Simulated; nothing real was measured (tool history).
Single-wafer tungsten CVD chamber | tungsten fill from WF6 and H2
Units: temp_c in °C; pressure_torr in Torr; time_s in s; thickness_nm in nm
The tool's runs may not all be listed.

run,hour,temp_c,pressure_torr,time_s,thickness_nm
1,0,375,54.4,34.3,84.715
2,1.7,385,54.4,34.3,106.25
3,3.4,383,54.4,34.3,102.06
4,5.3,383,54.4,35.4,104.75
5,13.3,394,54.4,35.4,132.99
6,16.3,389,54.3,35.4,119.49
7,22,386,54.2,35.4,112.14
8,30.8,384,54.1,35.4,107.11
9,31.4,382,54.1,35.4,102.34
# hour 34.3: thermocouple changed; heater temperature recalibrated
10,34.3,381,54.1,35.4,91.928

Run 11 comes next. What will it give?
11,38.9,382,54.1,35.4,?

thickness_nm: 92.801 nm
